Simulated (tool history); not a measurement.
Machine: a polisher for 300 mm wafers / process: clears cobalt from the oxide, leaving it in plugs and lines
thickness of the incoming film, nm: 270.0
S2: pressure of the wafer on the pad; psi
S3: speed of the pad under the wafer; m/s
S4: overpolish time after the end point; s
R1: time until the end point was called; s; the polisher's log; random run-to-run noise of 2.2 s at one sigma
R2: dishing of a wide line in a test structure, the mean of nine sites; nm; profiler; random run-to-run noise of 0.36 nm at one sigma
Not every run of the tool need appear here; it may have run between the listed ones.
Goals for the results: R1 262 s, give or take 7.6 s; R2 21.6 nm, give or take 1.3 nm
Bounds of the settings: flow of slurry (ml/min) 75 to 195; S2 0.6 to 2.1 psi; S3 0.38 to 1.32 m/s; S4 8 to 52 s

{"run": 1, "hour": 0.0, "flow of slurry (ml/min)": 125, "S2": 1.3, "S3": 0.84, "S4": 26, "R1": 107.33, "R2": 43.543}
{"run": 2, "hour": 8.8, "flow of slurry (ml/min)": 110, "S2": 1.3, "S3": 0.84, "S4": 26, "R1": 107.89, "R2": 41.667}
{"run": 3, "hour": 13.9, "flow of slurry (ml/min)": 125, "S2": 1.3, "S3": 0.84, "S4": 26, "R1": 105.24, "R2": 44.621}
{"run": 4, "hour": 22.1, "flow of slurry (ml/min)": 125, "S2": 1.3, "S3": 0.96, "S4": 26, "R1": 97.125, "R2": 44.763}
{"run": 5, "hour": 29.7, "flow of slurry (ml/min)": 120, "S2": 1.1, "S3": 0.82, "S4": 25, "R1": 126.83, "R2": 37.267}
{"run": 6, "hour": 32.5, "flow of slurry (ml/min)": 120, "S2": 1.3, "S3": 0.82, "S4": 25, "R1": 107.4, "R2": 39.326}
{"run": 7, "hour": 40.5, "flow of slurry (ml/min)": 115, "S2": 1.1, "S3": 0.72, "S4": 25, "R1": 139.53, "R2": 33.41}
{"run": 8, "hour": 46.8, "flow of slurry (ml/min)": 90, "S2": 0.7, "S3": 0.48, "S4": 23, "R1": 292.37, "R2": 16.806}
{"run": 9, "hour": 50.9, "flow of slurry (ml/min)": 100, "S2": 0.7, "S3": 0.48, "S4": 24, "R1": 279.71, "R2": 18.209}

Exercise: of the 5 proposed moves below, exactly one satisfies all targets within the stated allowed misses. Which move is it?
{"run": "A", "hour": 55.0, "flow of slurry (ml/min)": 95, "S2": 0.8, "S3": 0.44, "S4": 27, "R1": "?", "R2": "?"}
{"run": "B", "hour": 55.0, "flow of slurry (ml/min)": 100, "S2": 0.6, "S3": 0.54, "S4": 32, "R1": "?", "R2": "?"}
{"run": "C", "hour": 55.0, "flow of slurry (ml/min)": 110, "S2": 0.7, "S3": 0.54, "S4": 19, "R1": "?", "R2": "?"}
{"run": "D", "hour": 55.0, "flow of slurry (ml/min)": 110, "S2": 0.7, "S3": 0.42, "S4": 25, "R1": "?", "R2": "?"}
{"run": "E", "hour": 55.0, "flow of slurry (ml/min)": 105, "S2": 0.6, "S3": 0.5, "S4": 28, "R1": "?", "R2": "?"}

move=A R1=260.86 R2=21.404
move=B R1=300.25 R2=21.99
move=C R1=254.89 R2=15.982
move=D R1=292.98 R2=18.071
move=E R1=310.4 R2=18.997
A: every result within its allowed miss
B: brings the last run's worst result on target, with another outside its allowed miss
C: misses by more than the last run did
D: misses by more than the last run did
E: misses by more than the last run did
A is the move that brings every result within its allowed miss.
